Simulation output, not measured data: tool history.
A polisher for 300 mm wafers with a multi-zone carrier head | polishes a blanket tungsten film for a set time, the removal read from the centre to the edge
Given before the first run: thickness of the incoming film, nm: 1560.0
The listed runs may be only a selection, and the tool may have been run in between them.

| run | hour | flow of slurry (ml/min) | pressure of the head's centre zone | pressure of the head's middle zone | pressure of the head's edge zone | abrasive content of the slurry | polishing time (s) | film removed at the wafer's centre (nm) | film removed at mid-radius (nm) | film removed at the wafer's edge (nm) |
|---|---|---|---|---|---|---|---|---|---|---|
| 1 | 0 | 200 | 1 | 1 | 1 | 1 | 40 | 130.96 | 128.17 | 128.84 |
| 2 | 5.1 | 200 | 1 | 1 | 1 | 0.9 | 40 | 123.7 | 125.53 | 125.29 |
| 3 | 8.2 | 200 | 1 | 1 | 0.93 | 0.9 | 40 | 124.62 | 126.75 | 120.59 |
| 4 | 9 | 195 | 0.99 | 0.96 | 0.92 | 0.8 | 35 | 104.51 | 99.14 | 99.534 |
| 5 | 16.8 | 190 | 0.95 | 0.95 | 0.9 | 0.7 | 32 | 86.104 | 89.047 | 85.587 |
| 6 | 18 | 185 | 0.93 | 0.92 | 0.89 | 0.65 | 31 | 78.994 | 77.884 | 80.337 |
| 7 | 22.6 | 185 | 0.92 | 0.91 | 0.87 | 0.6 | 30 | 72.32 | 74.303 | 75.046 |
| 8 | 31.2 | 185 | 0.92 | 0.9 | 0.86 | 0.55 | 29 | 69.065 | 67.576 | 69.579 |
| 9 | 39 | 185 | 0.91 | 0.89 | 0.85 | 0.55 | 29 | 68.951 | 67.573 | 70.395 |
| 10 | 47.5 | 180 | 0.9 | 0.89 | 0.84 | 0.55 | 28 | 63.59 | 65.144 | 65.361 |
| 11 | 51.8 | 170 | 0.9 | 0.88 | 0.84 | 0.55 | 28 | 63.874 | 64.089 | 65.083 |

Expected results for the next run?
| 12 | 55 | 165 | 0.89 | 0.87 | 0.84 | 0.55 | 28 | ? | ? | ? |

film removed at the wafer's centre (nm): 62.575
film removed at mid-radius (nm): 62.128
film removed at the wafer's edge (nm): 65.392
